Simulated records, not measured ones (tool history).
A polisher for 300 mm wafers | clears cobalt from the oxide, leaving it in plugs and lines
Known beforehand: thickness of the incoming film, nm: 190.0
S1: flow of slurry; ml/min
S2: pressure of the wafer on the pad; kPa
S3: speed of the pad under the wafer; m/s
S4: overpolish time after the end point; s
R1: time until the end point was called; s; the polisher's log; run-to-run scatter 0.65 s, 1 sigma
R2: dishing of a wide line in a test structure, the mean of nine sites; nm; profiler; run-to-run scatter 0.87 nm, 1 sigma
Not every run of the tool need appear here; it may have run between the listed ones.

run	hour	S1	S2	S3	S4	R1	R2
1	0.0	215	8.3	0.92	24	54.638	52.052
2	8.8	215	6.9	0.92	24	65.377	43.728
3	14.2	215	7.6	0.98	18	54.999	39.267
4	18.8	215	8.3	1.00	16	52.133	39.414
5	22.5	215	8.3	1.00	23	49.171	49.516
6	27.0	215	8.3	1.04	19	49.026	44.985
7	30.6	215	9.0	1.06	16	45.759	44.241

What will run 8 give?
8	39.0	215	9.0	1.08	14	?	?

Logged for run 8: R1 44.496 s, R2 37.655 nm.
